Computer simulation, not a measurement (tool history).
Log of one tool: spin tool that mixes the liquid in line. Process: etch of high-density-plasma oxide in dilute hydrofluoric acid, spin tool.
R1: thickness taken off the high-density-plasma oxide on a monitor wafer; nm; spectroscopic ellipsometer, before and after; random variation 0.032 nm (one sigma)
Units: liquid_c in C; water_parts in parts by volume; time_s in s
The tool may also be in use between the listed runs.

{"run": 1, "hour": 0.0, "liquid_c": 25, "water_parts": 285, "time_s": 265, "R1": 5.3557}
{"run": 2, "hour": 4.5, "liquid_c": 22, "water_parts": 285, "time_s": 265, "R1": 4.8466}
{"run": 3, "hour": 9.1, "liquid_c": 21, "water_parts": 290, "time_s": 265, "R1": 4.6129}
{"run": 4, "hour": 17.3, "liquid_c": 21, "water_parts": 290, "time_s": 265, "R1": 4.6213}
{"run": 5, "hour": 24.1, "liquid_c": 20.5, "water_parts": 295, "time_s": 265, "R1": 4.386}
{"run": 6, "hour": 25.0, "liquid_c": 20, "water_parts": 300, "time_s": 265, "R1": 4.2309}
{"run": 7, "hour": 27.7, "liquid_c": 19.5, "water_parts": 305, "time_s": 265, "R1": 4.0799}

Forecast run 8:
{"run": 8, "hour": 36.5, "liquid_c": 19, "water_parts": 305, "time_s": 265, "R1": "?"}

{"run 8": {"R1": 3.9684}}
